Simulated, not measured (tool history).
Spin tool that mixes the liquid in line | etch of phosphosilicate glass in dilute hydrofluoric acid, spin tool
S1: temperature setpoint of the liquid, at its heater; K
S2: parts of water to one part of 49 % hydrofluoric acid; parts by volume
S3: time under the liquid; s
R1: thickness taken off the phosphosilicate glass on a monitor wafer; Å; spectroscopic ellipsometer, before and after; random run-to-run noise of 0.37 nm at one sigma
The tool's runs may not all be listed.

run 1 hour=0.0 | S1=293.15 S2=105 S3=55 | R1=868.59
run 2 hour=2.5 | S1=293.15 S2=105 S3=60 | R1=947.90
run 3 hour=4.5 | S1=293.15 S2=85 S3=60 | R1=1207.30
run 4 hour=10.5 | S1=293.15 S2=120 S3=60 | R1=822.27
run 5 hour=13.2 | S1=292.65 S2=125 S3=60 | R1=764.41
run 6 hour=18.3 | S1=292.65 S2=125 S3=55 | R1=704.58
run 7 hour=19.9 | S1=292.65 S2=125 S3=55 | R1=699.07

Run 8, settings as shown, results not yet in. Your forecast:
run 8 hour=25.7 | S1=292.15 S2=130 S3=55 | R1=?

{"run 8": {"R1": 652.31}}
